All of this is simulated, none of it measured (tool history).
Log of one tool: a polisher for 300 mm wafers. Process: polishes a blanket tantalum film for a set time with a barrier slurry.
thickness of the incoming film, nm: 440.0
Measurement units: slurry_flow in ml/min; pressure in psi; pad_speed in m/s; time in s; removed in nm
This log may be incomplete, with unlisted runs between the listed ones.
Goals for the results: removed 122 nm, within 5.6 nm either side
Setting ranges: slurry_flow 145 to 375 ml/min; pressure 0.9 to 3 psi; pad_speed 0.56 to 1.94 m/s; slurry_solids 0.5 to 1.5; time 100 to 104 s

run  hour  slurry_flow  pressure  pad_speed  slurry_solids  time  removed
  1     0          240       1.9       1.24              1   100   181.52
  2   1.5          240       1.9       1.38              1   100   202.74
  3   9.6          240       2.4       1.38              1   100   246.87
  4    12          240         2       1.32              1   100   200.48
  5  14.8          240       1.7        1.3              1   100   176.46
  6    20          240       1.5       1.28              1   100   158.35
  7  23.2          240       0.9       1.26              1   100   104.19
  8    29          240       0.9       1.26              1   100   106.93
  9    38          240         1       1.26              1   100   114.68

Exercise: of the 4 proposed moves below, exactly one satisfies all targets within the stated allowed misses. Which move is it?
  A    47          230         1       1.42            0.9   100        ?
  B    47          240       1.3       1.16              1   102        ?
  C    47          205       1.2        1.3           0.95   104        ?
  D    47          260       1.2       1.24           1.05   104        ?

move  removed
   A   121.16
   B   130.81
   C   134.35
   D   136.25
A: meets every target
B: the result that was furthest off in the last run now lies on the other side of its target
C: the result that was furthest off in the last run now lies on the other side of its target
D: the result that was furthest off in the last run now lies on the other side of its target
Move A is the one to make.
